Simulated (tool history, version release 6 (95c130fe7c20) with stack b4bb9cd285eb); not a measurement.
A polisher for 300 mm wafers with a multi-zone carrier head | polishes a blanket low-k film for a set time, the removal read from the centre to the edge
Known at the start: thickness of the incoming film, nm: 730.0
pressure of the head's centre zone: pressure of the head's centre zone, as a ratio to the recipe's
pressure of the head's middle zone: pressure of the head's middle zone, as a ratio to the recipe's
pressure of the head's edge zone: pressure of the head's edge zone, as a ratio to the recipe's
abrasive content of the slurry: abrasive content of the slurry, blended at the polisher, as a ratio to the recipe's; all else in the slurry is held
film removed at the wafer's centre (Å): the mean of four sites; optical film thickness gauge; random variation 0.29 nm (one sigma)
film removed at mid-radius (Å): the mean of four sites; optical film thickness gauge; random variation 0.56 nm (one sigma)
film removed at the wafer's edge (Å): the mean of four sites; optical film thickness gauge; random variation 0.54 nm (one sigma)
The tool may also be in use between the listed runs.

run  hour  flow of slurry (ml/min)  pressure of the head's centre zone  pressure of the head's middle zone  pressure of the head's edge zone  abrasive content of the slurry  polishing time (s)  film removed at the wafer's centre (Å)  film removed at mid-radius (Å)  film removed at the wafer's edge (Å)
  1     0                      155                                   1                                   1                                 1                               1                  68                                   321.5                          287.34                                300.21
  2   4.1                      160                                0.98                                1.02                              1.02                            1.05                  68                                  321.43                          308.74                                 313.9
  3  10.7                      165                                0.97                                1.03                              1.04                            1.05                  68                                  319.42                          323.99                                 317.9
  4    18                      170                                0.96                                1.02                              1.06                            1.05                  68                                  319.12                          315.84                                317.88
  5  19.8                      170                                0.96                                0.95                              1.06                            1.05                  68                                  314.48                          289.27                                321.65
  6    25                      175                                0.95                                0.96                              1.07                             1.1                  68                                  321.11                          303.23                                 328.3
  7  28.3                      175                                0.94                                0.97                              1.08                            1.15                  68                                  325.94                          307.67                                342.21

Run 8 comes next. What will it give?
     36.9  -- centre zone pressure recalibrated
  8  36.9                      180                                0.93                                0.98                              1.09                            1.15                  68                                       ?                               ?                                     ?

film removed at the wafer's centre (Å): 299.67
film removed at mid-radius (Å): 308.53
film removed at the wafer's edge (Å): 339.94
